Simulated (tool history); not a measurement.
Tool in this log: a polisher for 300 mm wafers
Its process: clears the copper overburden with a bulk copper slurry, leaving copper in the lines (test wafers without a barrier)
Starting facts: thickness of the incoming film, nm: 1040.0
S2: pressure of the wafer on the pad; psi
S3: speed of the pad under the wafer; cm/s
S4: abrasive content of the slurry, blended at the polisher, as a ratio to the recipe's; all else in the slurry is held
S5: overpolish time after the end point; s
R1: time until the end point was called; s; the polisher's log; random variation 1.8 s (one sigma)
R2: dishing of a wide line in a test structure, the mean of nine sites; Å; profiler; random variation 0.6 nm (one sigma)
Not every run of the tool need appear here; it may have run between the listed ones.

Run 1, hour 0: flow of slurry (ml/min) 230, S2 3.4 psi, S3 136 cm/s, S4 1, S5 28 s. Result: R1 76.207 s, R2 499.41 Å.
Run 2, hour 7.7: flow of slurry (ml/min) 230, S2 2.9 psi, S3 142 cm/s, S4 1, S5 23 s. Result: R1 84.558 s, R2 498.5 Å.
Run 3, hour 11.5: flow of slurry (ml/min) 270, S2 2.9 psi, S3 142 cm/s, S4 1, S5 23 s. Result: R1 82.583 s, R2 478.82 Å.
Run 4, hour 16.1: flow of slurry (ml/min) 295, S2 2.5 psi, S3 142 cm/s, S4 1.05, S5 25 s. Result: R1 94.006 s, R2 489.94 Å.
Run 5, hour 20.3: flow of slurry (ml/min) 295, S2 2.5 psi, S3 142 cm/s, S4 1.05, S5 37 s. Result: R1 95.797 s, R2 485.76 Å.
Run 6, hour 27.3: flow of slurry (ml/min) 310, S2 2.2 psi, S3 148 cm/s, S4 0.9, S5 29 s. Result: R1 103.75 s, R2 483.83 Å.
Run 7, hour 33.4: flow of slurry (ml/min) 325, S2 2 psi, S3 150 cm/s, S4 0.95, S5 24 s. Result: R1 113.77 s, R2 478.14 Å.
Run 8, hour 36.7: flow of slurry (ml/min) 335, S2 1.9 psi, S3 162 cm/s, S4 0.85, S5 20 s. Result: R1 113.24 s, R2 450.59 Å.
Run 9, hour 42: flow of slurry (ml/min) 340, S2 1.8 psi, S3 174 cm/s, S4 0.75, S5 17 s. Result: R1 109.61 s, R2 430.56 Å.

What will run 10 give?
Run 10, hour 49.4: flow of slurry (ml/min) 360, S2 1.5 psi, S3 194 cm/s, S4 0.5, S5 8 s. Result: R1 ?, R2 ?.

R1: 124.14 s
R2: 319.69 Å
